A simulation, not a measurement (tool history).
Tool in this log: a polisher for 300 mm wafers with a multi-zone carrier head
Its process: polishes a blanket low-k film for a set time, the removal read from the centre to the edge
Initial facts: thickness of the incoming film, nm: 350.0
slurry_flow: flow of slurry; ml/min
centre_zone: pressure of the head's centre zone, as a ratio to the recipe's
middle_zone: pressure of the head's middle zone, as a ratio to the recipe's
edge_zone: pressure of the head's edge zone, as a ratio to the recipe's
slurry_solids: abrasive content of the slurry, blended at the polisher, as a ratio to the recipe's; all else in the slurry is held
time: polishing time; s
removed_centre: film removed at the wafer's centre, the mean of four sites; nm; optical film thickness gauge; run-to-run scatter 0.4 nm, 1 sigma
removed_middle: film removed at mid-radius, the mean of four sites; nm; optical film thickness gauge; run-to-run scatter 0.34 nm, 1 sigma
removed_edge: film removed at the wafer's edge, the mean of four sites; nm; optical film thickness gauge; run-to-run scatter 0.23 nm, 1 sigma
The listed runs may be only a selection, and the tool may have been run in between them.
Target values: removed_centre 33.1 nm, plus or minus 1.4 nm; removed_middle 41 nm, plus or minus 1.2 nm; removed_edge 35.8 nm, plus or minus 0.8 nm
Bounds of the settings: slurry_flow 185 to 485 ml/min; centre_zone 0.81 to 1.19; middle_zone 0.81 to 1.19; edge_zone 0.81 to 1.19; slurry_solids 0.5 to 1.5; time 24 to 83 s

run	hour	slurry_flow	centre_zone	middle_zone	edge_zone	slurry_solids	time	removed_centre	removed_middle	removed_edge
1	0	310	1	1	1	1	53	33.513	34.76	34.765
2	2.6	275	1	1	1	1	53	32.884	33.948	33.906
3	10.2	295	0.99	1.02	1	1	53	33.169	34.303	34.13
4	17.7	295	1.04	1.02	1	1	53	34.137	34.417	33.938
5	22.9	295	1.04	1.02	1	1	45	28.894	29.216	28.812
6	29.1	235	1.04	1.02	1	1	45	27.897	28.602	27.927
7	30.8	260	1.02	1.05	1	1.05	45	29.207	30.376	29.238
# hour 34.6: slurry nozzle cleaned
8	34.6	280	0.99	1.07	0.99	1.1	45	31.011	32.93	30.855
9	35.3	370	0.89	1.17	1.06	1.1	45	28.565	37.052	32.735

Next run, 4 choices. One meets every target within its allowed miss, the rest don't. Which?
A	36	485	0.82	1.14	0.99	1.05	49	?	?	?
B	36	400	0.99	1.14	0.98	1.15	50	?	?	?
C	36	445	0.93	1.19	1.07	1.1	40	?	?	?
D	36	350	0.9	1.15	0.99	0.95	55	?	?	?

move	removed_centre	removed_middle	removed_edge
A	29.777	38.787	34.256
B	35.932	40.847	36.03
C	27.095	33.441	29.597
D	32.938	40.518	35.719
A: an improvement on the last run, though not all results are within tolerance
B: puts the biggest miss on target and leaves a different result outside tolerance
C: the biggest miss grows against the last run
D: every result lands within tolerance
Move D is the one to make.

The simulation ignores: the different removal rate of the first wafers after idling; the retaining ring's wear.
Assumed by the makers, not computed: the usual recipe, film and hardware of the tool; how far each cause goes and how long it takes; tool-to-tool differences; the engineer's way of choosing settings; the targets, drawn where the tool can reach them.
